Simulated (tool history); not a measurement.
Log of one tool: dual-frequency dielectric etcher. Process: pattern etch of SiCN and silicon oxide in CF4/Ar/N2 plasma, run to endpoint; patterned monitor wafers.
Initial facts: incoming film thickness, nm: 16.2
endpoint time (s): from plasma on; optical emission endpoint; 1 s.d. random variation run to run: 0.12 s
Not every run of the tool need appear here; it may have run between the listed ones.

| run | hour | source power (W) | bias power (W) | Ar flow (sccm) | CF4 flow (sccm) | endpoint time (s) |
|---|---|---|---|---|---|---|
| 1 | 0.0 | 350 | 67 | 84 | 66 | 22.027 |
| 2 | 2.8 | 350 | 74 | 84 | 66 | 21.087 |
| 3 | 10.4 | 400 | 74 | 84 | 66 | 18.448 |
| 4 | 17.2 | 400 | 64 | 84 | 66 | 19.475 |
| 5 | 23.3 | 400 | 64 | 84 | 73 | 19.250 |
| 6 | 26.1 | 400 | 54 | 84 | 73 | 20.304 |
| 7 | 27.9 | 380 | 54 | 84 | 73 | 21.483 |
| 8 | 31.1 | 310 | 52 | 84 | 73 | 27.010 |

Forecast run 9:
| 9 | 35.1 | 300 | 52 | 84 | 73 | ? |

endpoint time (s): 27.718
